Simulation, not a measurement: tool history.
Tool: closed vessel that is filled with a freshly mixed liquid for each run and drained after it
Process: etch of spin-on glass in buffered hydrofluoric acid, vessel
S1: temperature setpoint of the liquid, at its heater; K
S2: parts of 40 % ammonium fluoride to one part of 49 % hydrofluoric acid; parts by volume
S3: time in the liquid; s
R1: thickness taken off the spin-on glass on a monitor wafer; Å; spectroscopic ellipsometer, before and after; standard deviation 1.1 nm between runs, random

run    day      S1    S2  S3       R1
  1  0.000  296.15  22.0  85   822.21
  2  0.300  296.15  22.0  85   826.09
  3  0.450  296.15  24.5  85   766.99
  4  0.696  298.15  24.0  85   876.48
  5  0.850  299.65  24.0  85   942.22
  6  0.971  300.65  24.0  85  1008.20
  7  1.204  301.15  24.0  85  1027.80
  8  1.488  301.65  24.0  85  1044.40
  9  1.854  302.15  24.0  85  1089.20
 10  1.988  302.15  24.0  85  1076.90
     2.325  -- thermometer replaced
 11  2.325  302.65  24.0  85  1221.00

Expected results for the next run?
 12  2.450  302.15  24.0  85   ?

R1: 1216.80 Å
